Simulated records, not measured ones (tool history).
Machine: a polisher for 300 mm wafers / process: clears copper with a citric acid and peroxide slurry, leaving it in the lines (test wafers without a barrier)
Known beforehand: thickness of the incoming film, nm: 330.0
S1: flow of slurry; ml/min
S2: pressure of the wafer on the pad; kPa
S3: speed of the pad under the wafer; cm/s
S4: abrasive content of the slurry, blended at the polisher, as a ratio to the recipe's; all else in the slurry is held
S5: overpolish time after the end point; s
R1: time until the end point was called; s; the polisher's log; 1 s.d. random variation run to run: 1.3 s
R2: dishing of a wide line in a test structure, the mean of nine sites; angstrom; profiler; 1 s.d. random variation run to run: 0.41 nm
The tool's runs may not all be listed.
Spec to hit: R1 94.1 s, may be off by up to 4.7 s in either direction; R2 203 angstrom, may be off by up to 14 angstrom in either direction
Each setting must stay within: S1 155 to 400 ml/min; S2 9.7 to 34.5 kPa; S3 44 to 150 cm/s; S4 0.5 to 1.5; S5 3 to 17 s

run    day   S1    S2  S3   S4  S5      R1      R2
  1      0  255  22.1  96    1   9  127.22  175.37
  2  0.025  255  22.1  76    1   9  155.21  140.92
  3    0.3  255  25.5  76    1   9  135.42  165.79
  4  0.671  255  25.5  76  1.1   9  131.93  159.96
  5  0.804  255  25.5  76    1   9  133.64  160.73
  6  1.179  255  27.6  76    1   9  127.54  169.17
  7  1.542  255  29.6  78    1   9  115.48  185.81
  8  1.808  255    31  78    1   9  109.12  198.55

Which one of the following 4 next-run settings gets every result inside its allowed miss? There is exactly one.
  A  2.075  395  33.8   82     1   8   ?   ?
  B  2.075  270  26.9   70  0.95  13   ?   ?
  C  2.075  155  20.7  114   1.1   9   ?   ?
  D  2.075  295    29   78  0.85  10   ?   ?

move      R1      R2
   A  92.697  210.22
   B  138.91  226.17
   C   115.8  188.83
   D   118.6   205.2
A: hits every target within its allowed miss
B: further off than the last run
C: further off than the last run
D: further off than the last run
A meets every target.

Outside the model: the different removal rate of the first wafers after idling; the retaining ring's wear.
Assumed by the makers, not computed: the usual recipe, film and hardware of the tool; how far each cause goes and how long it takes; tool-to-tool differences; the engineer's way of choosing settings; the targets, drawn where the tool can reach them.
